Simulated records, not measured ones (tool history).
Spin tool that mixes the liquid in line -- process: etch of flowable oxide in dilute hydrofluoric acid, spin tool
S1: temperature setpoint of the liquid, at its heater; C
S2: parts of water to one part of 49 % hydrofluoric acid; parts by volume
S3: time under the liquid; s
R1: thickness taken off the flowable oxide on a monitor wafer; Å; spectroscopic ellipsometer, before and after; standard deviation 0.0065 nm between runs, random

| run | hour | S1 | S2 | S3 | R1 |
|---|---|---|---|---|---|
| 1 | 0 | 22 | 270 | 25 | 26.737 |
| 2 | 4.1 | 22 | 270 | 25 | 26.711 |
| 3 | 5.7 | 21.5 | 275 | 25 | 25.42 |
| 4 | 14.2 | 21 | 280 | 25 | 24.606 |
| 5 | 15.7 | 20.5 | 285 | 25 | 23.525 |
| 6 | 21.8 | 20 | 290 | 25 | 22.622 |
| 7 | 27 | 19.5 | 295 | 25 | 21.893 |

Run 8, settings as shown, results not yet in. Your forecast:
| 8 | 28.3 | 19 | 300 | 25 | ? |

Run 8 gave R1 20.814 Å.
